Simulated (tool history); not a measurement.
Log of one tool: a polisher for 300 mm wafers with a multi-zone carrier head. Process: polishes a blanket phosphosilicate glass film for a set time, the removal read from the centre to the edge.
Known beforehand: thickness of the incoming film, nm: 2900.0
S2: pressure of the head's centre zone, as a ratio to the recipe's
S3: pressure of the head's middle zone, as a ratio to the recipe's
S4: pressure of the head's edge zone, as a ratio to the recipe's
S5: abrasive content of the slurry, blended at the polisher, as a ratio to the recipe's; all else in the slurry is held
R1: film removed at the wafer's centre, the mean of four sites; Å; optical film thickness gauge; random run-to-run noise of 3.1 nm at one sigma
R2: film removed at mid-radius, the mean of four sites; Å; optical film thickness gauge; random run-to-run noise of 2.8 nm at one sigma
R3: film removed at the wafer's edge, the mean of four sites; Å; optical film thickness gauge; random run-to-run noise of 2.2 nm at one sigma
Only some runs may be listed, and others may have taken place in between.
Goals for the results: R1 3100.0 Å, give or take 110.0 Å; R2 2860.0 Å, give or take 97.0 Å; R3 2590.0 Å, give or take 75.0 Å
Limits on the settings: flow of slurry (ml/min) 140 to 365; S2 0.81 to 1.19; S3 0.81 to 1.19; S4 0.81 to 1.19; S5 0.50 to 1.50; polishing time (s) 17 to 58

run 1 hour=0.0 | flow_of_slurry_(ml/min)=235 S2=1.00 S3=1.00 S4=1.00 S5=1.00 polishing_time_(s)=37 | R1=2541.6 R2=2496.6 R3=2487.6
run 2 hour=7.6 | flow_of_slurry_(ml/min)=235 S2=1.00 S3=1.00 S4=1.05 S5=1.00 polishing_time_(s)=37 | R1=2580.0 R2=2525.7 R3=2558.2
run 3 hour=15.5 | flow_of_slurry_(ml/min)=235 S2=1.00 S3=1.00 S4=1.05 S5=0.90 polishing_time_(s)=37 | R1=2460.6 R2=2450.8 R3=2477.9
run 4 hour=21.8 | flow_of_slurry_(ml/min)=235 S2=1.00 S3=1.00 S4=1.05 S5=0.80 polishing_time_(s)=37 | R1=2341.1 R2=2365.3 R3=2356.7
run 5 hour=27.1 | flow_of_slurry_(ml/min)=235 S2=1.00 S3=1.00 S4=1.10 S5=0.80 polishing_time_(s)=37 | R1=2361.9 R2=2386.2 R3=2449.7
run 6 hour=30.3 | flow_of_slurry_(ml/min)=205 S2=1.00 S3=1.00 S4=1.10 S5=0.80 polishing_time_(s)=37 | R1=2287.1 R2=2301.1 R3=2357.8
run 7 hour=35.7 | flow_of_slurry_(ml/min)=225 S2=1.03 S3=1.02 S4=1.09 S5=0.80 polishing_time_(s)=37 | R1=2388.2 R2=2367.6 R3=2414.2
run 8 hour=37.2 | flow_of_slurry_(ml/min)=240 S2=1.06 S3=1.04 S4=1.06 S5=0.80 polishing_time_(s)=37 | R1=2475.8 R2=2384.9 R3=2401.8
run 9 hour=41.6 | flow_of_slurry_(ml/min)=255 S2=1.08 S3=1.07 S4=1.04 S5=0.85 polishing_time_(s)=37 | R1=2640.1 R2=2554.3 R3=2411.1
run 10 hour=45.1 | flow_of_slurry_(ml/min)=265 S2=1.09 S3=1.08 S4=1.05 S5=0.85 polishing_time_(s)=37 | R1=2652.7 R2=2617.3 R3=2428.0
run 11 hour=47.6 | flow_of_slurry_(ml/min)=275 S2=1.11 S3=1.08 S4=1.06 S5=0.85 polishing_time_(s)=37 | R1=2673.6 R2=2616.3 R3=2438.9

Next run, 4 choices. One meets every target within its allowed miss, the rest don't. Which?
run A hour=50.1 | flow_of_slurry_(ml/min)=330 S2=1.06 S3=1.17 S4=1.11 S5=0.80 polishing_time_(s)=41 | R1=? R2=? R3=?
run B hour=50.1 | flow_of_slurry_(ml/min)=320 S2=1.05 S3=1.19 S4=0.99 S5=1.00 polishing_time_(s)=38 | R1=? R2=? R3=?
run C hour=50.1 | flow_of_slurry_(ml/min)=265 S2=0.97 S3=1.14 S4=1.09 S5=0.95 polishing_time_(s)=31 | R1=? R2=? R3=?
run D hour=50.1 | flow_of_slurry_(ml/min)=320 S2=1.17 S3=1.09 S4=1.00 S5=1.25 polishing_time_(s)=35 | R1=? R2=? R3=?

move=A R1=2866.9 R2=3057.6 R3=2770.3
move=B R1=2845.0 R2=3109.8 R3=2624.3
move=C R1=2061.4 R2=2358.0 R3=2175.5
move=D R1=3154.0 R2=2866.8 R3=2627.0
A: nearer the targets than the last run, but a result is still out of spec
B: nearer the targets than the last run, but a result is still out of spec
C: moves away from the targets compared with the last run
D: all results in spec
Correct choice: D, which meets every target
